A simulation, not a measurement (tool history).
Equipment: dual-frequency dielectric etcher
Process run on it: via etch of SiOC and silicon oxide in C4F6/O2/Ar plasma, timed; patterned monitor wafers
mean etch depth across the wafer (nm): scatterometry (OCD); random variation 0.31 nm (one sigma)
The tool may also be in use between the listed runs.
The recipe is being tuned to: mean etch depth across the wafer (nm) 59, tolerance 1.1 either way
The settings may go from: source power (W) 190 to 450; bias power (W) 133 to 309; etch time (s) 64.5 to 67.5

| run | hour | source power (W) | bias power (W) | etch time (s) | mean etch depth across the wafer (nm) |
|---|---|---|---|---|---|
| 1 | 0 | 320 | 221 | 64.5 | 72.511 |
| 2 | 4.8 | 300 | 215 | 64.5 | 70.109 |
| 3 | 7.6 | 290 | 210 | 64.5 | 68.754 |
| 4 | 13.7 | 290 | 210 | 67.5 | 72.222 |
| 5 | 17.6 | 290 | 195 | 67.5 | 69.792 |
| 6 | 20.5 | 280 | 191 | 67.5 | 68.882 |
| 7 | 29.1 | 270 | 187 | 67.5 | 66.676 |
| 8 | 37.5 | 260 | 186 | 67.5 | 65.787 |
| 9 | 44.3 | 250 | 185 | 67.5 | 64.399 |
| 10 | 50.6 | 240 | 184 | 67.5 | 63.082 |
| 11 | 56.4 | 230 | 184 | 67.5 | 62.189 |
| 12 | 62.4 | 210 | 183 | 67.5 | 60.019 |

Below are 5 possible settings for the next run. Only one of them brings all results inside the allowed miss of their targets. Which is it?
| A | 68.4 | 230 | 160 | 67.5 | ? |
| B | 68.4 | 190 | 207 | 67.5 | ? |
| C | 68.4 | 270 | 170 | 64.5 | ? |
| D | 68.4 | 240 | 194 | 64.5 | ? |
| E | 68.4 | 220 | 180 | 67.5 | ? |

| move | mean etch depth across the wafer (nm) |
|---|---|
| A | 58.127 |
| B | 60.938 |
| C | 60.59 |
| D | 61.546 |
| E | 60.328 |
A: every result within its allowed miss
B: the biggest miss grows against the last run
C: the biggest miss grows against the last run
D: the biggest miss grows against the last run
E: the biggest miss grows against the last run
So the answer is move A, the one that meets all the targets.
